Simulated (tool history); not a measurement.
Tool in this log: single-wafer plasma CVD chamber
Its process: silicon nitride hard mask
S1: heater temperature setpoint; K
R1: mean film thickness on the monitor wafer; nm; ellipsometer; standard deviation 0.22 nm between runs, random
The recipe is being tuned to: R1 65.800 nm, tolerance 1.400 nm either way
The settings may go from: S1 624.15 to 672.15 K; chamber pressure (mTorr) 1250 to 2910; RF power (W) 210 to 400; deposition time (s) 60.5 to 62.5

run 1 hour=0.0 | S1=648.15 chamber_pressure_(mTorr)=2080 RF_power_(W)=305 deposition_time_(s)=60.5 | R1=78.096
run 2 hour=5.3 | S1=648.15 chamber_pressure_(mTorr)=1860 RF_power_(W)=305 deposition_time_(s)=60.5 | R1=74.665
run 3 hour=9.2 | S1=648.15 chamber_pressure_(mTorr)=1750 RF_power_(W)=300 deposition_time_(s)=60.5 | R1=72.154
run 4 hour=12.0 | S1=648.15 chamber_pressure_(mTorr)=1670 RF_power_(W)=300 deposition_time_(s)=60.5 | R1=70.206
run 5 hour=14.7 | S1=648.15 chamber_pressure_(mTorr)=1620 RF_power_(W)=300 deposition_time_(s)=60.5 | R1=69.169
run 6 hour=15.3 | S1=643.15 chamber_pressure_(mTorr)=1620 RF_power_(W)=300 deposition_time_(s)=60.5 | R1=69.540
run 7 hour=19.4 | S1=643.15 chamber_pressure_(mTorr)=1580 RF_power_(W)=300 deposition_time_(s)=60.5 | R1=68.408
run 8 hour=23.1 | S1=643.15 chamber_pressure_(mTorr)=1550 RF_power_(W)=300 deposition_time_(s)=60.5 | R1=67.308
run 9 hour=26.8 | S1=643.15 chamber_pressure_(mTorr)=1420 RF_power_(W)=295 deposition_time_(s)=60.5 | R1=63.422
run 10 hour=34.4 | S1=643.15 chamber_pressure_(mTorr)=1440 RF_power_(W)=295 deposition_time_(s)=60.5 | R1=64.056

Which single option among these 5 for the next run brings every result within its allowed miss of target? Just one does.
run A hour=42.0 | S1=631.15 chamber_pressure_(mTorr)=1490 RF_power_(W)=295 deposition_time_(s)=62.5 | R1=?
run B hour=42.0 | S1=644.15 chamber_pressure_(mTorr)=1390 RF_power_(W)=270 deposition_time_(s)=60.5 | R1=?
run C hour=42.0 | S1=643.15 chamber_pressure_(mTorr)=1540 RF_power_(W)=260 deposition_time_(s)=60.5 | R1=?
run D hour=42.0 | S1=637.15 chamber_pressure_(mTorr)=1520 RF_power_(W)=270 deposition_time_(s)=60.5 | R1=?
run E hour=42.0 | S1=640.15 chamber_pressure_(mTorr)=1410 RF_power_(W)=305 deposition_time_(s)=61.6 | R1=?

move=A R1=67.921
move=B R1=60.016
move=C R1=62.841
move=D R1=63.621
move=E R1=65.490
A: carries the result that was furthest off beyond its target, to the other side
B: moves away from the targets compared with the last run
C: moves away from the targets compared with the last run
D: moves away from the targets compared with the last run
E: every result lands within tolerance
E meets every target.
